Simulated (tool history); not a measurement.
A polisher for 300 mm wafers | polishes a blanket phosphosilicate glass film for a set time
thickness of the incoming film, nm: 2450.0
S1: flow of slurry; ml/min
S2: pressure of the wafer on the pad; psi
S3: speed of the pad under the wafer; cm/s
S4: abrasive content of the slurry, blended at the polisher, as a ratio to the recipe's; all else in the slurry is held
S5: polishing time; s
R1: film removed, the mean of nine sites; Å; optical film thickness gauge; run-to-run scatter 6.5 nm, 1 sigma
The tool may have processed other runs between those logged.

Run 1, day 0.000: S1 150 ml/min, S2 3.5 psi, S3 112 cm/s, S4 1.0, S5 96 s. Result: R1 9426.1 Å.
Run 2, day 0.262: S1 115 ml/min, S2 3.5 psi, S3 112 cm/s, S4 1.0, S5 96 s. Result: R1 9003.3 Å.
Run 3, day 0.538: S1 115 ml/min, S2 3.5 psi, S3 112 cm/s, S4 1.1, S5 96 s. Result: R1 9217.1 Å.
Run 4, day 0.638: S1 115 ml/min, S2 3.5 psi, S3 132 cm/s, S4 1.1, S5 96 s. Result: R1 10811.0 Å.
Run 5, day 0.800: S1 110 ml/min, S2 3.3 psi, S3 132 cm/s, S4 1.1, S5 96 s. Result: R1 10050.0 Å.
Run 6, day 1.062: S1 110 ml/min, S2 3.3 psi, S3 132 cm/s, S4 0.9, S5 96 s. Result: R1 9520.0 Å.
Run 7, day 1.246: S1 105 ml/min, S2 3.2 psi, S3 132 cm/s, S4 0.9, S5 96 s. Result: R1 9107.8 Å.
Run 8, day 1.558: S1 105 ml/min, S2 3.1 psi, S3 132 cm/s, S4 0.9, S5 96 s. Result: R1 8849.1 Å.

Predict the results of run 9:
Run 9, day 1.879: S1 100 ml/min, S2 3.0 psi, S3 132 cm/s, S4 0.9, S5 96 s. Result: R1 ?.

Run 9 came out at R1 8633.7 Å.
